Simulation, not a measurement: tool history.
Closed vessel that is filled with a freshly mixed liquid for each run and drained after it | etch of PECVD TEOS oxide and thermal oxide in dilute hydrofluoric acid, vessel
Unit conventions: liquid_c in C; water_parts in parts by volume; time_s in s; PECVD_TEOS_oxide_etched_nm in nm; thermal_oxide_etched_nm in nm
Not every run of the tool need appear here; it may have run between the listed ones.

run 1 hour=0 | liquid_c=22 water_parts=80 time_s=90 | PECVD_TEOS_oxide_etched_nm=11.527 thermal_oxide_etched_nm=5.0104
run 2 hour=5.9 | liquid_c=21.5 water_parts=80 time_s=90 | PECVD_TEOS_oxide_etched_nm=11.421 thermal_oxide_etched_nm=4.9128
run 3 hour=10.8 | liquid_c=23.5 water_parts=80 time_s=90 | PECVD_TEOS_oxide_etched_nm=12.447 thermal_oxide_etched_nm=5.32
run 4 hour=14.6 | liquid_c=21 water_parts=80 time_s=90 | PECVD_TEOS_oxide_etched_nm=11.34 thermal_oxide_etched_nm=4.828
run 5 hour=19 | liquid_c=21 water_parts=110 time_s=90 | PECVD_TEOS_oxide_etched_nm=7.8289 thermal_oxide_etched_nm=3.3946
run 6 hour=19.9 | liquid_c=21.5 water_parts=110 time_s=90 | PECVD_TEOS_oxide_etched_nm=7.9793 thermal_oxide_etched_nm=3.4723
run 7 hour=28.3 | liquid_c=22 water_parts=110 time_s=90 | PECVD_TEOS_oxide_etched_nm=8.1777 thermal_oxide_etched_nm=3.5362
run 8 hour=30.2 | liquid_c=22.5 water_parts=110 time_s=90 | PECVD_TEOS_oxide_etched_nm=8.3968 thermal_oxide_etched_nm=3.5943
run 9 hour=35.4 | liquid_c=23 water_parts=110 time_s=90 | PECVD_TEOS_oxide_etched_nm=8.5709 thermal_oxide_etched_nm=3.6641

Run 10 is up next; what results do you expect?
run 10 hour=40 | liquid_c=23.5 water_parts=110 time_s=90 | PECVD_TEOS_oxide_etched_nm=? thermal_oxide_etched_nm=?

{"run 10": {"PECVD_TEOS_oxide_etched_nm": 8.5504, "thermal_oxide_etched_nm": 3.7422}}
